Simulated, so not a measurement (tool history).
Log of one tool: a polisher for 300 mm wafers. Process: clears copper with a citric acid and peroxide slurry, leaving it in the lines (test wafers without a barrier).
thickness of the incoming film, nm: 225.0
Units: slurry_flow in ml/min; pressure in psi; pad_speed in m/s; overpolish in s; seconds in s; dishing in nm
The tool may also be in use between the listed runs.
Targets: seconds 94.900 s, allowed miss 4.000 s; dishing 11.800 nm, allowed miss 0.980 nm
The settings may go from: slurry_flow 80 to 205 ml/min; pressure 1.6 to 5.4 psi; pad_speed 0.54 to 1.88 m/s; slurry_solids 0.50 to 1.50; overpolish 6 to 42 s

run	hour	slurry_flow	pressure	pad_speed	slurry_solids	overpolish	seconds	dishing
1	0.0	135	3.5	1.20	1.00	21	74.184	38.427
2	5.8	120	3.5	1.20	1.00	21	74.492	37.370
3	9.4	120	3.5	1.20	0.80	21	78.448	36.509
4	18.1	90	3.5	1.20	0.80	21	83.143	35.514
5	22.7	120	3.0	1.20	1.00	17	85.399	29.250
6	28.0	150	3.0	1.20	1.00	17	81.232	30.154
7	32.1	160	2.6	1.18	1.15	14	89.015	24.622
8	37.6	160	2.6	1.18	1.15	14	90.415	23.620
9	43.1	170	2.3	1.20	1.25	12	91.766	20.321
10	47.9	165	2.1	1.24	1.30	10	95.300	16.405
11	53.0	160	2.1	1.26	1.35	9	94.188	15.066
12	57.9	155	2.1	1.26	1.35	8	95.839	13.294

Which of these 5 next moves meets every target?
A	62.8	145	2.3	1.22	1.25	9	?	?
B	62.8	175	2.4	1.08	1.35	10	?	?
C	62.8	160	2.1	1.26	1.30	9	?	?
D	62.8	155	2.1	1.30	1.20	9	?	?
E	62.8	160	2.1	1.26	1.30	7	?	?

move	seconds	dishing
A	95.632	14.702
B	98.286	15.805
C	96.799	14.510
D	96.319	14.575
E	96.799	11.501
A: further off than the last run
B: further off than the last run
C: further off than the last run
D: further off than the last run
E: meets every target
Move E is the one to make.

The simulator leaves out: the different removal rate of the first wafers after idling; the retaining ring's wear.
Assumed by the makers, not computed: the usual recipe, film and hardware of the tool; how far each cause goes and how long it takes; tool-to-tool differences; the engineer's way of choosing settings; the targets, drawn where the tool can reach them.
